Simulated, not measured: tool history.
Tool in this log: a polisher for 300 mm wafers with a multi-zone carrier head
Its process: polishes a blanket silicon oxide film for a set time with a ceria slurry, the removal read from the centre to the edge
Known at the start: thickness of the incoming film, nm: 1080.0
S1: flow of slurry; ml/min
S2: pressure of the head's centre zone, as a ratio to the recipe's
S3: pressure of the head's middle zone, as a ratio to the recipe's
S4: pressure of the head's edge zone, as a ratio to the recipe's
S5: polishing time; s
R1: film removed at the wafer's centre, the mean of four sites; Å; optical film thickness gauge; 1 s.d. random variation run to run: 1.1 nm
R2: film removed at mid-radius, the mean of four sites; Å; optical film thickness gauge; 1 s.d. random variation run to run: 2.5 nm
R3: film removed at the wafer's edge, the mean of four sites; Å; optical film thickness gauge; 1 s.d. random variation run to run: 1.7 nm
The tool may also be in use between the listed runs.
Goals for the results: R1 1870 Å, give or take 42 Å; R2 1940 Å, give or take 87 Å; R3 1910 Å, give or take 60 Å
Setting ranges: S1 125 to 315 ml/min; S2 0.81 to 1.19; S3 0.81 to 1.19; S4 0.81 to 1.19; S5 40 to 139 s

run,hour,S1,S2,S3,S4,S5,R1,R2,R3
1,0,205,1,1,1,89,3352.2,3384.7,3421.6
2,7.6,205,1,1.07,1,89,3363.6,3532.9,3379.1
3,13.9,205,1,1.07,0.96,89,3343,3554.5,3258.6
4,20.4,205,1,0.99,0.96,89,3312.8,3325.5,3288.6
5,23.3,200,0.98,0.96,0.92,78,2864.2,2855.7,2873.3
6,31.6,195,0.96,0.96,0.89,69,2470.3,2462,2472.9
7,34.1,185,0.94,0.96,0.87,65,2286.8,2240.6,2293.2
8,36.1,175,0.92,0.98,0.85,63,2121,2228.2,2177
9,42.8,170,0.92,0.97,0.84,61,2060.9,2136,2105.2
10,46.5,165,0.92,0.97,0.83,60,2016.1,2129.4,2035.2
11,48.5,155,0.92,0.95,0.82,59,1957.8,2015.8,1977.1
12,52,150,0.92,0.95,0.82,59,1921.9,1998.3,1967.1
13,57,150,0.92,0.95,0.82,59,1918.7,1992.9,1960.9
14,59.2,145,0.92,0.95,0.82,59,1898.6,2031.9,1977.2

Next run, 4 choices. One meets every target within its allowed miss, the rest don't. Which?
A,61.4,140,0.92,0.96,0.81,58,?,?,?
B,61.4,145,0.88,0.95,0.87,60,?,?,?
C,61.4,170,0.91,1.03,0.81,57,?,?,?
D,61.4,150,0.85,0.91,0.92,61,?,?,?

move,R1,R2,R3
A,1879.9,2007.8,1868.3
B,1882.9,2075,2004.5
C,1912.5,2177.3,1886.6
D,1868.8,2049.9,2101
A: all results in spec
B: the biggest miss grows against the last run
C: brings the result that was furthest off to its target, and leaves another outside
D: the biggest miss grows against the last run
The move that meets every target is A.
